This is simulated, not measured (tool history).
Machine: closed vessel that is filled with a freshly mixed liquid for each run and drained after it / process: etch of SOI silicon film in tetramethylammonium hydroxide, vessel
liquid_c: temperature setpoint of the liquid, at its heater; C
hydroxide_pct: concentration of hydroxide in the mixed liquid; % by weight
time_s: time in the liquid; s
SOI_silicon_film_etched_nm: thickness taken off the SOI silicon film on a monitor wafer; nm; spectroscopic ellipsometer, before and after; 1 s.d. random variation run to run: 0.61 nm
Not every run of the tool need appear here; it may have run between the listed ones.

Run 1, day 0.000: liquid_c 59 C, hydroxide_pct 12.5 % by weight, time_s 30 s. Result: SOI_silicon_film_etched_nm 102.210 nm.
Run 2, day 0.279: liquid_c 59 C, hydroxide_pct 12.5 % by weight, time_s 30 s. Result: SOI_silicon_film_etched_nm 101.340 nm.
Run 3, day 0.662: liquid_c 55 C, hydroxide_pct 12.5 % by weight, time_s 30 s. Result: SOI_silicon_film_etched_nm 79.196 nm.
Run 4, day 0.817: liquid_c 55 C, hydroxide_pct 11.5 % by weight, time_s 30 s. Result: SOI_silicon_film_etched_nm 82.452 nm.
Run 5, day 0.879: liquid_c 55 C, hydroxide_pct 13.5 % by weight, time_s 30 s. Result: SOI_silicon_film_etched_nm 75.684 nm.
Run 6, day 1.046: liquid_c 60 C, hydroxide_pct 13.5 % by weight, time_s 30 s. Result: SOI_silicon_film_etched_nm 105.800 nm.

Expected results for the next run?
Run 7, day 1.092: liquid_c 59 C, hydroxide_pct 13.5 % by weight, time_s 30 s. Result: SOI_silicon_film_etched_nm ?.

Run 7 came out at SOI_silicon_film_etched_nm 98.643 nm.
